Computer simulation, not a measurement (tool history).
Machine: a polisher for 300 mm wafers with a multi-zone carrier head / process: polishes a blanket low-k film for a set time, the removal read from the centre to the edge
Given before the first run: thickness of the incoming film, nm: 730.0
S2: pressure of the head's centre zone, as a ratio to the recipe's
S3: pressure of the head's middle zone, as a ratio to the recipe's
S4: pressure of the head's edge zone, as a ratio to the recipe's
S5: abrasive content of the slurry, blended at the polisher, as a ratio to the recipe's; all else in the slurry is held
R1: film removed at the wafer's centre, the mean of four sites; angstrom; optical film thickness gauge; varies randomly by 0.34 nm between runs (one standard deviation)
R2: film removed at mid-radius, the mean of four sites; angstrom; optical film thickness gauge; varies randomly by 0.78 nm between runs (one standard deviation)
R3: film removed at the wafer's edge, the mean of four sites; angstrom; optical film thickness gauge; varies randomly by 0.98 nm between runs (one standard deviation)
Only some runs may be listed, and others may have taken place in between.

run 1 hour=0.0 | flow_of_slurry_(ml/min)=205 S2=1.00 S3=1.00 S4=1.00 S5=1.00 polishing_time_(s)=80 | R1=381.35 R2=384.60 R3=388.83
run 2 hour=5.6 | flow_of_slurry_(ml/min)=205 S2=0.97 S3=1.02 S4=1.04 S5=1.10 polishing_time_(s)=84 | R1=404.20 R2=423.33 R3=414.98
run 3 hour=10.3 | flow_of_slurry_(ml/min)=185 S2=0.93 S3=1.03 S4=1.08 S5=1.15 polishing_time_(s)=92 | R1=427.27 R2=471.47 R3=462.93
run 4 hour=16.3 | flow_of_slurry_(ml/min)=170 S2=0.90 S3=1.03 S4=1.11 S5=1.25 polishing_time_(s)=96 | R1=440.16 R2=504.70 R3=519.97
run 5 hour=22.5 | flow_of_slurry_(ml/min)=210 S2=0.90 S3=1.03 S4=1.11 S5=1.25 polishing_time_(s)=96 | R1=458.41 R2=510.49 R3=533.67
run 6 hour=27.7 | flow_of_slurry_(ml/min)=215 S2=0.88 S3=1.06 S4=1.13 S5=1.30 polishing_time_(s)=97 | R1=464.01 R2=558.20 R3=552.82

Forecast run 7:
run 7 hour=28.8 | flow_of_slurry_(ml/min)=225 S2=0.81 S3=1.02 S4=1.19 S5=1.50 polishing_time_(s)=102 | R1=? R2=? R3=?

Run 7 came out at R1 475.47 angstrom, R2 599.87 angstrom, R3 637.71 angstrom.
